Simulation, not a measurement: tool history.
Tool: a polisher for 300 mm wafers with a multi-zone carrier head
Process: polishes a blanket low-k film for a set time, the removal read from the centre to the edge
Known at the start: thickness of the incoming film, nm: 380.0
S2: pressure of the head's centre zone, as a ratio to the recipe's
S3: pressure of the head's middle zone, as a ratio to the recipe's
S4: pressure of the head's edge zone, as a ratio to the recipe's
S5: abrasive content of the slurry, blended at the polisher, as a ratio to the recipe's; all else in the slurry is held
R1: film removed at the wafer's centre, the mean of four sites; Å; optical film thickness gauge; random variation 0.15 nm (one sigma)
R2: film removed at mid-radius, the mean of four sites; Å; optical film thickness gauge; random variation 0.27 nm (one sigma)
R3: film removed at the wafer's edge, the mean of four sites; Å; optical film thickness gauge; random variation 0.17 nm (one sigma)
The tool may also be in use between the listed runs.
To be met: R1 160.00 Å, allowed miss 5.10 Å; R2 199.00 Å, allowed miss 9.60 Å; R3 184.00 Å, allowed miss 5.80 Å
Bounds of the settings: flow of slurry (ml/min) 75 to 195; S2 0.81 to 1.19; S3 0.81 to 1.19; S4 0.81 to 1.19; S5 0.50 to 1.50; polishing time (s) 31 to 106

run 1 day=0.000 | flow_of_slurry_(ml/min)=125 S2=1.00 S3=1.00 S4=1.00 S5=1.00 polishing_time_(s)=68 | R1=211.37 R2=212.93 R3=213.25
run 2 day=0.162 | flow_of_slurry_(ml/min)=115 S2=0.97 S3=1.01 S4=0.98 S5=1.00 polishing_time_(s)=68 | R1=199.62 R2=205.60 R3=206.51
run 3 day=0.512 | flow_of_slurry_(ml/min)=110 S2=0.94 S3=1.04 S4=0.97 S5=1.00 polishing_time_(s)=68 | R1=188.11 R2=211.29 R3=201.68
run 4 day=0.612 | flow_of_slurry_(ml/min)=105 S2=0.93 S3=1.04 S4=0.96 S5=1.00 polishing_time_(s)=68 | R1=184.75 R2=208.25 R3=197.71
run 5 day=0.904 | flow_of_slurry_(ml/min)=105 S2=0.93 S3=1.04 S4=0.96 S5=1.00 polishing_time_(s)=58 | R1=156.62 R2=180.38 R3=172.46
run 6 day=1.104 | flow_of_slurry_(ml/min)=105 S2=0.93 S3=1.04 S4=0.96 S5=1.00 polishing_time_(s)=72 | R1=196.88 R2=223.05 R3=211.09
run 7 day=1.479 | flow_of_slurry_(ml/min)=100 S2=0.91 S3=1.03 S4=0.94 S5=1.00 polishing_time_(s)=72 | R1=187.88 R2=214.02 R3=211.64
run 8 day=1.717 | flow_of_slurry_(ml/min)=95 S2=0.90 S3=1.04 S4=0.93 S5=0.95 polishing_time_(s)=72 | R1=180.14 R2=213.26 R3=202.13
run 9 day=2.058 | flow_of_slurry_(ml/min)=80 S2=0.84 S3=1.00 S4=0.86 S5=0.85 polishing_time_(s)=72 | R1=150.30 R2=182.16 R3=181.29

Which of these 4 next moves meets every target?
run A day=2.400 | flow_of_slurry_(ml/min)=105 S2=0.86 S3=1.03 S4=0.93 S5=0.65 polishing_time_(s)=73 | R1=? R2=? R3=?
run B day=2.400 | flow_of_slurry_(ml/min)=80 S2=0.81 S3=0.89 S4=0.82 S5=0.85 polishing_time_(s)=71 | R1=? R2=? R3=?
run C day=2.400 | flow_of_slurry_(ml/min)=100 S2=0.90 S3=0.87 S4=0.87 S5=0.95 polishing_time_(s)=62 | R1=? R2=? R3=?
run D day=2.400 | flow_of_slurry_(ml/min)=90 S2=0.86 S3=0.88 S4=0.88 S5=0.80 polishing_time_(s)=71 | R1=? R2=? R3=?

move=A R1=159.85 R2=195.12 R3=184.89
move=B R1=144.86 R2=168.50 R3=175.32
move=C R1=157.24 R2=159.63 R3=170.06
move=D R1=157.58 R2=169.88 R3=181.92
A: meets every target
B: further off than the last run
C: brings the result that was furthest off to its target, and leaves another outside
D: brings the result that was furthest off to its target, and leaves another outside
Answer: A

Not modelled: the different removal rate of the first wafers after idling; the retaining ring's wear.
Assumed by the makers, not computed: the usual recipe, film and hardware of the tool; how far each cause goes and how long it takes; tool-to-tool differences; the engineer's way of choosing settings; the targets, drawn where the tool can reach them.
